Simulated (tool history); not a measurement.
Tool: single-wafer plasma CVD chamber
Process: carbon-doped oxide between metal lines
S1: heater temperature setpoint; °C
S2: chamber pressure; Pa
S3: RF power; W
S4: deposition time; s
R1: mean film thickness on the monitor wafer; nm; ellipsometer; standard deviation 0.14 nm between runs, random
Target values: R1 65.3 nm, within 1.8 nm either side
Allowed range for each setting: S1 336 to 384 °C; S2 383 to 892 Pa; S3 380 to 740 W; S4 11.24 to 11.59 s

Run 1, hour 0: S1 360 °C, S2 637 Pa, S3 560 W, S4 11.24 s. Result: R1 52.657 nm.
Run 2, hour 1.7: S1 360 °C, S2 647 Pa, S3 580 W, S4 11.28 s. Result: R1 54.436 nm.
Run 3, hour 10: S1 360 °C, S2 659 Pa, S3 595 W, S4 11.31 s. Result: R1 56.028 nm.
Run 4, hour 18: S1 360 °C, S2 595 Pa, S3 595 W, S4 11.31 s. Result: R1 54.906 nm.
Run 5, hour 22.9: S1 360 °C, S2 491 Pa, S3 595 W, S4 11.31 s. Result: R1 53.023 nm.
Run 6, hour 30.3: S1 360 °C, S2 515 Pa, S3 610 W, S4 11.33 s. Result: R1 54.435 nm.
Run 7, hour 34.7: S1 360 °C, S2 539 Pa, S3 625 W, S4 11.35 s. Result: R1 56.287 nm.
Run 8, hour 41.7: S1 360 °C, S2 559 Pa, S3 635 W, S4 11.36 s. Result: R1 57.554 nm.
Run 9, hour 50.6: S1 360 °C, S2 577 Pa, S3 640 W, S4 11.37 s. Result: R1 58.01 nm.

4 next moves are on the table. One of them brings every result within its allowed miss. Which?
Run A, hour 59.5: S1 364 °C, S2 608 Pa, S3 720 W, S4 11.59 s. Result: R1 ?.
Run B, hour 59.5: S1 356 °C, S2 501 Pa, S3 585 W, S4 11.24 s. Result: R1 ?.
Run C, hour 59.5: S1 380 °C, S2 620 Pa, S3 685 W, S4 11.59 s. Result: R1 ?.
Run D, hour 59.5: S1 364 °C, S2 541 Pa, S3 575 W, S4 11.24 s. Result: R1 ?.

move      R1
   A  64.508
   B  52.652
   C  60.102
   D  51.541
A: meets every target
B: its largest miss is bigger than the last run's
C: better than the last run, though not everything is in spec
D: its largest miss is bigger than the last run's
Go with A: it meets all targets.

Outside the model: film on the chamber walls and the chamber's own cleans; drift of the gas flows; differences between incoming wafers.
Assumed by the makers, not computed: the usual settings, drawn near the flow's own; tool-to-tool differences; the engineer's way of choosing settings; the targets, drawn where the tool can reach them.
